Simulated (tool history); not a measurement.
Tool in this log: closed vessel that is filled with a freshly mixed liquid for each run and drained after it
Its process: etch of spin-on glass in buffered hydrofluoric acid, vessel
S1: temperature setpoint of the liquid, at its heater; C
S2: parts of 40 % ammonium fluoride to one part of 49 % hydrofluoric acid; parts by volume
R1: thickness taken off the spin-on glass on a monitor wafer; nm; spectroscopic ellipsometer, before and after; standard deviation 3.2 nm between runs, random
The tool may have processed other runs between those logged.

Run 1, day 0.000: S1 25.0 C, S2 13.5 parts by volume, time in the liquid (s) 85. Result: R1 294.13 nm.
Run 2, day 0.208: S1 25.0 C, S2 10.5 parts by volume, time in the liquid (s) 85. Result: R1 376.84 nm.
Run 3, day 0.512: S1 26.0 C, S2 10.5 parts by volume, time in the liquid (s) 85. Result: R1 395.58 nm.
Run 4, day 0.717: S1 26.5 C, S2 10.5 parts by volume, time in the liquid (s) 85. Result: R1 408.37 nm.
Run 5, day 0.908: S1 26.5 C, S2 10.5 parts by volume, time in the liquid (s) 95. Result: R1 449.76 nm.
Run 6, day 1.267: S1 26.5 C, S2 10.5 parts by volume, time in the liquid (s) 95. Result: R1 454.66 nm.
Run 7, day 1.312: S1 27.0 C, S2 10.5 parts by volume, time in the liquid (s) 95. Result: R1 463.58 nm.

Forecast run 8:
Run 8, day 1.496: S1 30.5 C, S2 10.5 parts by volume, time in the liquid (s) 95. Result: R1 ?.

R1: 556.03 nm

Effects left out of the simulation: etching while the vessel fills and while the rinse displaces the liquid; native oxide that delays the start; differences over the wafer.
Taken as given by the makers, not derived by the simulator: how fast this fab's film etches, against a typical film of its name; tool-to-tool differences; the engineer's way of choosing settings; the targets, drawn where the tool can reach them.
